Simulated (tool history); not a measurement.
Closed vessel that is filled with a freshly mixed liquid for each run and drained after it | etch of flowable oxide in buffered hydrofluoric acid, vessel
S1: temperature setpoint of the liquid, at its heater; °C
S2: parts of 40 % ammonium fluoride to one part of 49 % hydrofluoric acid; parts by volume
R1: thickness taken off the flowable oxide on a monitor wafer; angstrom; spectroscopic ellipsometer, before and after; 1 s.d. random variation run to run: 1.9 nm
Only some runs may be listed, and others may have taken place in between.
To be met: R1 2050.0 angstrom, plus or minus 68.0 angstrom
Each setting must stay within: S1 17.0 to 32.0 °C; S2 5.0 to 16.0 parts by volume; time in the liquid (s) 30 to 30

Run 1, hour 0.0: S1 25.0 °C, S2 9.5 parts by volume, time in the liquid (s) 30. Result: R1 1568.3 angstrom.
Run 2, hour 2.3: S1 25.0 °C, S2 9.5 parts by volume, time in the liquid (s) 30. Result: R1 1566.0 angstrom.
Run 3, hour 5.5: S1 22.5 °C, S2 9.5 parts by volume, time in the liquid (s) 30. Result: R1 1387.8 angstrom.
Run 4, hour 10.9: S1 24.5 °C, S2 9.5 parts by volume, time in the liquid (s) 30. Result: R1 1561.8 angstrom.
Run 5, hour 12.9: S1 24.5 °C, S2 11.0 parts by volume, time in the liquid (s) 30. Result: R1 1363.0 angstrom.
Run 6, hour 16.5: S1 26.5 °C, S2 11.0 parts by volume, time in the liquid (s) 30. Result: R1 1506.2 angstrom.
Run 7, hour 21.3: S1 28.0 °C, S2 11.0 parts by volume, time in the liquid (s) 30. Result: R1 1629.7 angstrom.
Run 8, hour 29.1: S1 28.0 °C, S2 11.0 parts by volume, time in the liquid (s) 30. Result: R1 1657.0 angstrom.
Run 9, hour 35.3: S1 29.0 °C, S2 11.0 parts by volume, time in the liquid (s) 30. Result: R1 1752.3 angstrom.

Of the 5 settings listed for the next run, only one would bring every result within its allowed miss of target. Which one?
Run A, hour 41.5: S1 26.5 °C, S2 8.0 parts by volume, time in the liquid (s) 30. Result: R1 ?.
Run B, hour 41.5: S1 29.5 °C, S2 10.5 parts by volume, time in the liquid (s) 30. Result: R1 ?.
Run C, hour 41.5: S1 31.0 °C, S2 11.0 parts by volume, time in the liquid (s) 30. Result: R1 ?.
Run D, hour 41.5: S1 25.5 °C, S2 8.0 parts by volume, time in the liquid (s) 30. Result: R1 ?.
Run E, hour 41.5: S1 29.0 °C, S2 10.0 parts by volume, time in the liquid (s) 30. Result: R1 ?.

move      R1
   A  2013.7
   B  1855.3
   C  1918.1
   D  1908.3
   E  1894.8
A: every result within its allowed miss
B: moves toward the targets from the last run without getting all of them in spec
C: moves toward the targets from the last run without getting all of them in spec
D: moves toward the targets from the last run without getting all of them in spec
E: moves toward the targets from the last run without getting all of them in spec
Go with A: it meets all targets.
